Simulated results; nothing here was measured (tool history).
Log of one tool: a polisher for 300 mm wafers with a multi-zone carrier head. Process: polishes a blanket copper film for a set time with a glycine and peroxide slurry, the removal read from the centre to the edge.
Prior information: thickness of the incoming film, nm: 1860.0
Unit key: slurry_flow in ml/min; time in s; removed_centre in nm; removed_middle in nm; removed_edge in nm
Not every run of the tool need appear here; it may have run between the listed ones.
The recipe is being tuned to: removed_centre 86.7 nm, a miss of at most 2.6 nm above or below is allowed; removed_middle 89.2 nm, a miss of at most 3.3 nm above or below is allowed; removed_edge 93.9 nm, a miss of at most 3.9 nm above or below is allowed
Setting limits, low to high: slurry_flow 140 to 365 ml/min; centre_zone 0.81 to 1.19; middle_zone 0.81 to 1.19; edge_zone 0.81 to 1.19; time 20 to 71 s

run	hour	slurry_flow	centre_zone	middle_zone	edge_zone	time	removed_centre	removed_middle	removed_edge
1	0	235	1	1	1	45	146.18	153.05	147.2
2	7.8	280	1	1	1	45	149.94	158.01	151.59
3	14.8	265	0.98	0.97	0.98	42	137.12	140.52	138.23
4	21.3	265	0.98	0.92	0.98	42	137.72	133.52	141.64
5	22.4	265	0.98	0.92	1.02	42	136.3	134.66	142.09
6	28.8	265	0.98	0.92	1.02	32	105.04	99.69	107.52
7	33.7	265	0.98	0.92	1.02	32	103.85	101.55	109.48
8	40.1	255	0.97	0.92	1.01	31	98.149	97.656	104.96

Consider the 5 candidate settings below. Which is the only one whose results all fall within their allowed miss of target?
A	46.5	260	0.99	0.91	0.97	28	?	?	?
B	46.5	205	0.98	0.84	1.19	30	?	?	?
C	46.5	250	0.94	0.94	1.02	28	?	?	?
D	46.5	250	1.06	1.05	0.92	27	?	?	?
E	46.5	220	1	1.09	1	27	?	?	?

move	removed_centre	removed_middle	removed_edge
A	93.234	89.11	93.159
B	95.242	86.43	107.94
C	88.031	91.126	95.054
D	95.886	96.42	87.141
E	88.702	97.84	89.415
A: nearer the targets than the last run, but a result is still out of spec
B: nearer the targets than the last run, but a result is still out of spec
C: meets every target
D: nearer the targets than the last run, but a result is still out of spec
E: meets the target for the result that was furthest off, but another lies outside its allowed miss
Go with C: it meets all targets.
